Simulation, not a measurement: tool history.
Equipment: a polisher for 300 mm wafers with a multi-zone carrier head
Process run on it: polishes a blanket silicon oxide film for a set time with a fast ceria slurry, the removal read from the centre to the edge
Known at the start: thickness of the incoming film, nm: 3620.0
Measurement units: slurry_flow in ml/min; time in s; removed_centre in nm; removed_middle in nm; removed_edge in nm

{"run": 1, "day": 0.0, "slurry_flow": 300, "centre_zone": 1, "middle_zone": 1, "edge_zone": 1, "time": 47, "removed_centre": 622.64, "removed_middle": 647.52, "removed_edge": 651.21}
{"run": 2, "day": 0.042, "slurry_flow": 300, "centre_zone": 1, "middle_zone": 1, "edge_zone": 1.09, "time": 47, "removed_centre": 615.68, "removed_middle": 653.82, "removed_edge": 661.15}
{"run": 3, "day": 0.204, "slurry_flow": 300, "centre_zone": 1, "middle_zone": 1.07, "edge_zone": 1.09, "time": 47, "removed_centre": 617.65, "removed_middle": 680.77, "removed_edge": 656.41}
{"run": 4, "day": 0.288, "slurry_flow": 300, "centre_zone": 1, "middle_zone": 1.07, "edge_zone": 1.15, "time": 47, "removed_centre": 617.55, "removed_middle": 683.99, "removed_edge": 676.23}
{"run": 5, "day": 0.558, "slurry_flow": 300, "centre_zone": 1.01, "middle_zone": 1.08, "edge_zone": 1.1, "time": 46, "removed_centre": 609.21, "removed_middle": 672.13, "removed_edge": 658.09}
{"run": 6, "day": 0.621, "slurry_flow": 300, "centre_zone": 1.01, "middle_zone": 1, "edge_zone": 1.1, "time": 46, "removed_centre": 607.35, "removed_middle": 628.33, "removed_edge": 650.63}
{"run": 7, "day": 0.758, "slurry_flow": 300, "centre_zone": 1.02, "middle_zone": 1.03, "edge_zone": 1.06, "time": 45, "removed_centre": 607.12, "removed_middle": 636.64, "removed_edge": 629.84}
{"run": 8, "day": 1.004, "slurry_flow": 300, "centre_zone": 1.03, "middle_zone": 1.05, "edge_zone": 1.03, "time": 44, "removed_centre": 604.17, "removed_middle": 627.22, "removed_edge": 613.66}

Expected results for the next run?
{"run": 9, "day": 1.183, "slurry_flow": 300, "centre_zone": 1.03, "middle_zone": 1.07, "edge_zone": 1, "time": 43, "removed_centre": "?", "removed_middle": "?", "removed_edge": "?"}

{"run 9": {"removed_centre": 581.53, "removed_middle": 617.65, "removed_edge": 584.57}}
